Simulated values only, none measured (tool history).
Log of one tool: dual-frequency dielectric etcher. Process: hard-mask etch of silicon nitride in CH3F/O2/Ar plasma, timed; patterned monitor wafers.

run  hour  source power (W)  bias power (W)  etch time (s)  mean etch depth across the wafer (angstrom)
  1   0.0               330              94          153.5                                       1106.6
  2   3.3               350              94          153.5                                       1134.1
  3   9.4               350              87          153.5                                       1110.4
  4  16.6               330              86          153.5                                       1086.1
  5  20.0               330              86          153.5                                       1078.9
  6  22.7               370              86          153.5                                       1127.5
  7  30.1               340              84          153.5                                       1084.8
  8  30.8               320              83          153.5                                       1063.2

Forecast run 9:
  9  31.7               310              82          153.5                                            ?

{"run 9": {"mean etch depth across the wafer (angstrom)": 1044.8}}

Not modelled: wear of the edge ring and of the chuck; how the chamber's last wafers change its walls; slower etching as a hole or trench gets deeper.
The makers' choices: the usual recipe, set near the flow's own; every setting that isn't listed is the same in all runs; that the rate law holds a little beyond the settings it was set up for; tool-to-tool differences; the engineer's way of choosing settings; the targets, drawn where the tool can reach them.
